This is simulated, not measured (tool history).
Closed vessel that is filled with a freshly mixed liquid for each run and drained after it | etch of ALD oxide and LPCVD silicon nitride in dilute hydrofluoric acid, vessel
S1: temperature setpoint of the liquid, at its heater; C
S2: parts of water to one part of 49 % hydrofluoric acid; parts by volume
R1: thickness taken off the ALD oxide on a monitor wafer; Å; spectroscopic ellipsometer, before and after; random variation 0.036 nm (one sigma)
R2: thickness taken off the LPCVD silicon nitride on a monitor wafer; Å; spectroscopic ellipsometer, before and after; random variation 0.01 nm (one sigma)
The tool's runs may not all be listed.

{"run": 1, "hour": 0.0, "S1": 24, "S2": 75, "time in the liquid (s)": 75, "R1": 146.43, "R2": 5.636}
{"run": 2, "hour": 3.7, "S1": 22, "S2": 90, "time in the liquid (s)": 75, "R1": 109.73, "R2": 3.8302}
{"run": 3, "hour": 9.7, "S1": 21, "S2": 105, "time in the liquid (s)": 75, "R1": 89.787, "R2": 3.2147}
{"run": 4, "hour": 13.4, "S1": 20, "S2": 115, "time in the liquid (s)": 75, "R1": 78.246, "R2": 2.6648}
{"run": 5, "hour": 15.1, "S1": 19.5, "S2": 125, "time in the liquid (s)": 75, "R1": 69.562, "R2": 2.4198}
{"run": 6, "hour": 22.9, "S1": 19, "S2": 130, "time in the liquid (s)": 75, "R1": 66.042, "R2": 2.1399}

Forecast run 7:
{"run": 7, "hour": 31.9, "S1": 19, "S2": 135, "time in the liquid (s)": 70, "R1": "?", "R2": "?"}

Run 7 gave R1 57.275 Å, R2 2.0389 Å.

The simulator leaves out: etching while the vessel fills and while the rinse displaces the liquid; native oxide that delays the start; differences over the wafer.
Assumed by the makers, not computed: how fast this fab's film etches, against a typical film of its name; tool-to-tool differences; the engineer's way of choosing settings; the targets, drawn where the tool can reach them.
